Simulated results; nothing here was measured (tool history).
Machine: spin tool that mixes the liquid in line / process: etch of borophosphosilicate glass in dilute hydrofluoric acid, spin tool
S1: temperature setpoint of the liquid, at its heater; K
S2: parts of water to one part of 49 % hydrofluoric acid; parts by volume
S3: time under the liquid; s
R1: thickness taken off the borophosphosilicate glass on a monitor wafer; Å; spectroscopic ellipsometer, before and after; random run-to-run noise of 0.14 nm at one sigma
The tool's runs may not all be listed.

run  hour      S1   S2  S3      R1
  1     0  294.15  190  70  124.68
  2   1.3  294.15  245  70  91.809
  3   3.3  295.15  235  70   98.22
  4   9.3  295.65  225  70  106.71
  5  12.7  295.65  225  50  76.451
  6  15.7  295.65  225  50  77.276

The next listed run, before its measurement:
  7  21.1  295.15  210  50   ?

{"run 7": {"R1": 82.759}}

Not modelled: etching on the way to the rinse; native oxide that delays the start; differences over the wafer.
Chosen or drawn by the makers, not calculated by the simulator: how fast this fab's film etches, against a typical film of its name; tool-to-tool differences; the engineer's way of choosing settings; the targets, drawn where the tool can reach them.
